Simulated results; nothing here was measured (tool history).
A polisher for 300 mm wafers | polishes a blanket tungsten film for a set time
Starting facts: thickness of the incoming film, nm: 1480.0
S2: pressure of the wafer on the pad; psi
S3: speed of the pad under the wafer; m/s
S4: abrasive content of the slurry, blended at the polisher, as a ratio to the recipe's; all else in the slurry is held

run 1 hour=0 | flow_of_slurry_(ml/min)=265 S2=4 S3=1.2 S4=1 polishing_time_(s)=47 | film_removed_(angstrom)=3435.5
run 2 hour=8.3 | flow_of_slurry_(ml/min)=265 S2=3.7 S3=1.2 S4=1 polishing_time_(s)=47 | film_removed_(angstrom)=3089.2
run 3 hour=13.2 | flow_of_slurry_(ml/min)=220 S2=3.7 S3=1.2 S4=1 polishing_time_(s)=47 | film_removed_(angstrom)=3036.2
run 4 hour=14.4 | flow_of_slurry_(ml/min)=265 S2=3.7 S3=1.2 S4=1 polishing_time_(s)=47 | film_removed_(angstrom)=3166.1
run 5 hour=19.7 | flow_of_slurry_(ml/min)=265 S2=3.7 S3=1.44 S4=1 polishing_time_(s)=47 | film_removed_(angstrom)=3766.4
run 6 hour=26.4 | flow_of_slurry_(ml/min)=260 S2=3.3 S3=1.44 S4=1 polishing_time_(s)=47 | film_removed_(angstrom)=3400.9
run 7 hour=29.6 | flow_of_slurry_(ml/min)=255 S2=3 S3=1.44 S4=1 polishing_time_(s)=47 | film_removed_(angstrom)=3023.4
run 8 hour=33.2 | flow_of_slurry_(ml/min)=250 S2=2.8 S3=1.44 S4=1 polishing_time_(s)=47 | film_removed_(angstrom)=2877

Run 9, settings as shown, results not yet in. Your forecast:
run 9 hour=36.6 | flow_of_slurry_(ml/min)=250 S2=2.6 S3=1.44 S4=1 polishing_time_(s)=47 | film_removed_(angstrom)=?

{"run 9": {"film removed (angstrom)": 2625.6}}
